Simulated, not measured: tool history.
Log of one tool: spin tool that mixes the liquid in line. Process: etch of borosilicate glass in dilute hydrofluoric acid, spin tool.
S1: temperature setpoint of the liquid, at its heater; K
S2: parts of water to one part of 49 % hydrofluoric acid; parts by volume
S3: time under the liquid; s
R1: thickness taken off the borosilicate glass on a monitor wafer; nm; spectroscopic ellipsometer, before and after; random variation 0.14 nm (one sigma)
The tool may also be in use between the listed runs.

| run | day | S1 | S2 | S3 | R1 |
|---|---|---|---|---|---|
| 1 | 0.000 | 297.15 | 190 | 305 | 57.038 |
| 2 | 0.188 | 297.15 | 225 | 305 | 46.623 |
| 3 | 0.346 | 296.15 | 230 | 305 | 43.449 |
| 4 | 0.383 | 295.15 | 235 | 305 | 41.084 |
| 5 | 0.450 | 295.15 | 280 | 305 | 32.745 |
| 6 | 0.562 | 294.65 | 280 | 305 | 31.999 |
| 7 | 0.917 | 294.65 | 280 | 305 | 32.270 |

Forecast run 8:
| 8 | 0.975 | 294.15 | 280 | 305 | ? |

{"run 8": {"R1": 31.598}}
